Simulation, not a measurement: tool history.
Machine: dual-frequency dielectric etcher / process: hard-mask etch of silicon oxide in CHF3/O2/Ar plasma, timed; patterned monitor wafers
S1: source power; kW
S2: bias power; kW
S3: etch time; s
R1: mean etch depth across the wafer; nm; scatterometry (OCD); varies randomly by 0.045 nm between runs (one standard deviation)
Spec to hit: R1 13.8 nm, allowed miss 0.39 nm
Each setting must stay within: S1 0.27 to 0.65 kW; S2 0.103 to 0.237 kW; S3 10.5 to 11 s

{"run": 1, "hour": 0.0, "S1": 0.46, "S2": 0.17, "S3": 11, "R1": 19.51}
{"run": 2, "hour": 7.8, "S1": 0.46, "S2": 0.17, "S3": 10.5, "R1": 18.525}
{"run": 3, "hour": 13.6, "S1": 0.49, "S2": 0.17, "S3": 10.5, "R1": 19.161}
{"run": 4, "hour": 18.1, "S1": 0.57, "S2": 0.17, "S3": 10.5, "R1": 21.099}
{"run": 5, "hour": 21.1, "S1": 0.53, "S2": 0.163, "S3": 10.5, "R1": 19.901}
{"run": 6, "hour": 24.7, "S1": 0.59, "S2": 0.163, "S3": 10.5, "R1": 21.029}
{"hour": 32.3, "done": "bias power generator calibrated"}
{"run": 7, "hour": 32.3, "S1": 0.55, "S2": 0.155, "S3": 10.5, "R1": 20.07}
{"run": 8, "hour": 35.1, "S1": 0.51, "S2": 0.148, "S3": 10.5, "R1": 18.819}
{"run": 9, "hour": 37.2, "S1": 0.48, "S2": 0.143, "S3": 10.5, "R1": 17.913}
{"run": 10, "hour": 40.3, "S1": 0.45, "S2": 0.14, "S3": 10.5, "R1": 17.086}
{"run": 11, "hour": 41.0, "S1": 0.43, "S2": 0.138, "S3": 10.5, "R1": 16.504}
{"run": 12, "hour": 46.9, "S1": 0.41, "S2": 0.137, "S3": 10.5, "R1": 16.049}
{"run": 13, "hour": 49.7, "S1": 0.4, "S2": 0.136, "S3": 10.5, "R1": 15.621}
{"run": 14, "hour": 58.6, "S1": 0.39, "S2": 0.135, "S3": 10.5, "R1": 15.307}
{"run": 15, "hour": 64.1, "S1": 0.39, "S2": 0.135, "S3": 10.5, "R1": 15.307}
{"run": 16, "hour": 72.1, "S1": 0.39, "S2": 0.135, "S3": 10.5, "R1": 15.334}
{"run": 17, "hour": 73.2, "S1": 0.38, "S2": 0.134, "S3": 10.5, "R1": 14.991}
{"run": 18, "hour": 80.7, "S1": 0.37, "S2": 0.134, "S3": 10.5, "R1": 14.832}
{"run": 19, "hour": 81.8, "S1": 0.36, "S2": 0.134, "S3": 10.5, "R1": 14.422}

Of the 4 settings listed for the next run, only one would bring every result within its allowed miss of target. Which one?
{"run": "A", "hour": 82.9, "S1": 0.32, "S2": 0.133, "S3": 10.5, "R1": "?"}
{"run": "B", "hour": 82.9, "S1": 0.35, "S2": 0.126, "S3": 10.5, "R1": "?"}
{"run": "C", "hour": 82.9, "S1": 0.32, "S2": 0.137, "S3": 10.5, "R1": "?"}
{"run": "D", "hour": 82.9, "S1": 0.34, "S2": 0.136, "S3": 11, "R1": "?"}

move=A R1=13.036
move=B R1=13.857
move=C R1=13.189
move=D R1=14.63
A: pushes the last run's worst result past its target
B: every result lands within tolerance
C: pushes the last run's worst result past its target
D: moves away from the targets compared with the last run
The right move is B.
